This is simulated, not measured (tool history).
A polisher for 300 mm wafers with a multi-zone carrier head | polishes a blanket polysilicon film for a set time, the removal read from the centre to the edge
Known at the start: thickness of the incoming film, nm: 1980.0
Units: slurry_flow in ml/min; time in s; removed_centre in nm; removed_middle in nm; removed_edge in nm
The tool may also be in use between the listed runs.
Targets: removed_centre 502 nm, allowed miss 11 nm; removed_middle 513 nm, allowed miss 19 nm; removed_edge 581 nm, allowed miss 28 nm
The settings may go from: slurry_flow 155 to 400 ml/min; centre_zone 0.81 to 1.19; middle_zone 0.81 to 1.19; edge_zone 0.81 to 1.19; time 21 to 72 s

| run | hour | slurry_flow | centre_zone | middle_zone | edge_zone | time | removed_centre | removed_middle | removed_edge |
|---|---|---|---|---|---|---|---|---|---|
| 1 | 0 | 255 | 1 | 1 | 1 | 46 | 452.35 | 449.97 | 464.1 |
| 2 | 3.9 | 260 | 1 | 1 | 1.03 | 47 | 461.79 | 472.3 | 465.76 |
| 3 | 10.9 | 260 | 1.07 | 1 | 1.03 | 47 | 494.96 | 471.23 | 485.82 |
| 4 | 19.9 | 200 | 1.07 | 1 | 1.03 | 47 | 477.6 | 447.34 | 460.9 |
| 5 | 20.4 | 200 | 1.07 | 0.95 | 1.03 | 47 | 472.8 | 436.7 | 467.89 |
| 6 | 21.7 | 200 | 1.07 | 0.95 | 1.03 | 42 | 427.57 | 382.18 | 403.4 |
| 7 | 26.9 | 220 | 1.05 | 0.94 | 1.06 | 44 | 450.6 | 401.45 | 445.92 |
| 8 | 27.9 | 240 | 1.03 | 0.95 | 1.08 | 45 | 447.85 | 416.15 | 458.94 |
| 9 | 34.1 | 220 | 0.97 | 0.98 | 1.18 | 56 | 528.04 | 536.75 | 589.22 |
| 10 | 43.1 | 215 | 0.96 | 0.97 | 1.18 | 56 | 515.09 | 519.66 | 589.31 |

5 next moves are on the table. One of them brings every result within its allowed miss. Which?
| A | 52.1 | 235 | 1.08 | 1.18 | 1.09 | 50 | ? | ? | ? |
| B | 52.1 | 255 | 1.09 | 1.15 | 1.07 | 49 | ? | ? | ? |
| C | 52.1 | 255 | 0.97 | 0.94 | 1.19 | 55 | ? | ? | ? |
| D | 52.1 | 160 | 0.94 | 0.93 | 1.1 | 59 | ? | ? | ? |
| E | 52.1 | 275 | 1.13 | 0.97 | 1.19 | 48 | ? | ? | ? |

| move | removed_centre | removed_middle | removed_edge |
|---|---|---|---|
| A | 529.49 | 554.43 | 503.66 |
| B | 529.93 | 537.1 | 494.67 |
| C | 528.09 | 508.26 | 577.91 |
| D | 502.64 | 499.85 | 569.21 |
| E | 543.05 | 459.15 | 507.62 |
A: further off than the last run
B: further off than the last run
C: further off than the last run
D: meets every target
E: further off than the last run
The right move is D.
